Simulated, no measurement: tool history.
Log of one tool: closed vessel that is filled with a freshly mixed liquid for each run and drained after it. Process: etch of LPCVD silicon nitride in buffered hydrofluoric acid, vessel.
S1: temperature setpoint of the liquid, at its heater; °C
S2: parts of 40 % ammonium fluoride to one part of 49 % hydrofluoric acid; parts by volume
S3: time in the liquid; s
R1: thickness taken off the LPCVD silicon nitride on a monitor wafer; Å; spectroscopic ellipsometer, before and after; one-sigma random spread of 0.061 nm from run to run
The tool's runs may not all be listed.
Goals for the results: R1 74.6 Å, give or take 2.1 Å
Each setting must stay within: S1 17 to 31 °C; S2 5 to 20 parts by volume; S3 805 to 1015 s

{"run": 1, "hour": 0.0, "S1": 23, "S2": 12, "S3": 1015, "R1": 107.18}
{"run": 2, "hour": 1.8, "S1": 22, "S2": 12, "S3": 1015, "R1": 100.22}
{"run": 3, "hour": 9.3, "S1": 21, "S2": 12, "S3": 1015, "R1": 96.175}
{"run": 4, "hour": 11.0, "S1": 20, "S2": 12, "S3": 1015, "R1": 90.474}
{"run": 5, "hour": 17.1, "S1": 21.5, "S2": 12, "S3": 1015, "R1": 99.651}
{"run": 6, "hour": 24.9, "S1": 20.5, "S2": 12, "S3": 1015, "R1": 93.242}
{"run": 7, "hour": 30.0, "S1": 20, "S2": 12, "S3": 1015, "R1": 88.92}
{"run": 8, "hour": 36.5, "S1": 19.5, "S2": 12, "S3": 1015, "R1": 87.187}
{"run": 9, "hour": 41.7, "S1": 19.5, "S2": 12, "S3": 1015, "R1": 88.046}
{"run": 10, "hour": 46.9, "S1": 19, "S2": 12, "S3": 1015, "R1": 85.1}
{"run": 11, "hour": 47.6, "S1": 18.5, "S2": 12, "S3": 1015, "R1": 82.082}
{"run": 12, "hour": 48.5, "S1": 18, "S2": 12, "S3": 1015, "R1": 80.339}
{"run": 13, "hour": 53.7, "S1": 17.5, "S2": 12, "S3": 1015, "R1": 77.994}

Which one of the following 4 next-run settings gets every result inside its allowed miss? There is exactly one.
{"run": "A", "hour": 58.9, "S1": 18.5, "S2": 11.5, "S3": 960, "R1": "?"}
{"run": "B", "hour": 58.9, "S1": 21.5, "S2": 13.5, "S3": 855, "R1": "?"}
{"run": "C", "hour": 58.9, "S1": 18, "S2": 12, "S3": 1015, "R1": "?"}
{"run": "D", "hour": 58.9, "S1": 19, "S2": 10.5, "S3": 885, "R1": "?"}

move=A R1=81.056
move=B R1=72.995
move=C R1=79.909
move=D R1=84
A: further off than the last run
B: every result lands within tolerance
C: further off than the last run
D: further off than the last run
The right move is B.

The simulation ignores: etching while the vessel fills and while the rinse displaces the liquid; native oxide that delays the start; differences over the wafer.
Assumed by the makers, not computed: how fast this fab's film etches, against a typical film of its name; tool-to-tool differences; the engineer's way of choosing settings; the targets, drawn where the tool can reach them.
